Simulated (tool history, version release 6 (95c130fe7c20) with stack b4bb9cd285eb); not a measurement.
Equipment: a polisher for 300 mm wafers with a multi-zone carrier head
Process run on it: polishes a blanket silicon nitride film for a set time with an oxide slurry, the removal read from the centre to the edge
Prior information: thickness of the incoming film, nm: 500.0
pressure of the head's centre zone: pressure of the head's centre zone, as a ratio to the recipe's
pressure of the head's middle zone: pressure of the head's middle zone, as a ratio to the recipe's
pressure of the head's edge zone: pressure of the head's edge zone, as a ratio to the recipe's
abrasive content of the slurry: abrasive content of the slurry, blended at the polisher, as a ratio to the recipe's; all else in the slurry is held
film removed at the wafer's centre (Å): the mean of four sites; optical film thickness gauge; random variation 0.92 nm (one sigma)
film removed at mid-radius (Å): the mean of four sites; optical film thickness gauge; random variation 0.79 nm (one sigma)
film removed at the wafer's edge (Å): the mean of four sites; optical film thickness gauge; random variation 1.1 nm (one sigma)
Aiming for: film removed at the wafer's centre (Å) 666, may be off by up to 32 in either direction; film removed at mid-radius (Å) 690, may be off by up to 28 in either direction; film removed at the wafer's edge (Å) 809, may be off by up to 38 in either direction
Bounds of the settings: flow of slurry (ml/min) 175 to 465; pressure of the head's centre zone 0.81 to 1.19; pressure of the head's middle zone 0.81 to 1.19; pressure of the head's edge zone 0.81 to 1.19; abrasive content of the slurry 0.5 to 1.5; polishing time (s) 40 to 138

run	day	flow of slurry (ml/min)	pressure of the head's centre zone	pressure of the head's middle zone	pressure of the head's edge zone	abrasive content of the slurry	polishing time (s)	film removed at the wafer's centre (Å)	film removed at mid-radius (Å)	film removed at the wafer's edge (Å)
1	0	295	1	1	1	1	88	526.7	535.5	526.54
2	0.317	295	1	1	1	1	108	661.46	682.6	652.87
3	0.542	295	1	1	1.08	1	108	667.52	661.41	680.22
4	0.912	295	1.07	1	1.08	1	108	699.56	671.95	688.83
5	1.071	290	1.02	0.99	1.1	1.05	108	688.95	696.92	706.42
6	1.1	295	0.99	0.95	1.12	1.05	109	681.42	666.83	734.84
7	1.454	295	0.97	0.95	1.14	1.05	109	671.91	676.46	723.51
8	1.508	290	0.95	0.93	1.15	1.1	109	677.06	680.55	745.62
9	1.683	290	0.93	0.91	1.16	1.15	109	698.71	685.27	757.34

Below are 5 possible settings for the next run. Only one of them brings all results inside the allowed miss of their targets. Which is it?
A	1.858	335	0.81	1.08	1.12	1.1	109	?	?	?
B	1.858	300	0.85	1.11	1.05	1.2	103	?	?	?
C	1.858	275	0.97	0.82	1.14	1.5	103	?	?	?
D	1.858	305	0.87	0.87	1.19	0.85	132	?	?	?
E	1.858	295	0.98	0.81	1.14	1.25	112	?	?	?

move	film removed at the wafer's centre (Å)	film removed at mid-radius (Å)	film removed at the wafer's edge (Å)
A	613.25	756.85	759.6
B	622.16	752.27	719.86
C	755.44	682.69	823.66
D	666.34	680.9	808.79
E	772.79	687.04	833.27
A: the biggest miss grows against the last run
B: the biggest miss grows against the last run
C: the furthest-off result lands on target, but another misses its tolerance
D: all results land within tolerance of their targets
E: the furthest-off result lands on target, but another misses its tolerance
D meets every target.
